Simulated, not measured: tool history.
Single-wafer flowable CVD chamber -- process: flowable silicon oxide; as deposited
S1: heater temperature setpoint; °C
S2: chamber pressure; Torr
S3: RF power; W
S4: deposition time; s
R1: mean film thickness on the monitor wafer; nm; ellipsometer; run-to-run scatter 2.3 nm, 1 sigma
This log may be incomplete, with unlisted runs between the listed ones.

| run | hour | S1 | S2 | S3 | S4 | R1 |
|---|---|---|---|---|---|---|
| 1 | 0.0 | 110 | 1.12 | 2335 | 713 | 486.57 |
| 2 | 5.2 | 110 | 1.12 | 2335 | 678 | 464.02 |
| 3 | 8.2 | 117 | 1.12 | 2335 | 678 | 382.08 |
| 4 | 14.7 | 127 | 1.12 | 2335 | 678 | 296.34 |
| 5 | 17.6 | 124 | 1.12 | 2335 | 678 | 320.85 |
| 6 | 23.1 | 133 | 1.12 | 2335 | 678 | 261.77 |
| 7 | 32.4 | 121 | 1.13 | 2335 | 678 | 347.13 |
| 8 | 39.6 | 119 | 1.13 | 2335 | 678 | 370.99 |

Run 9, settings as shown, results not yet in. Your forecast:
| 9 | 42.3 | 118 | 1.13 | 2335 | 678 | ? |

R1: 371.62 nm
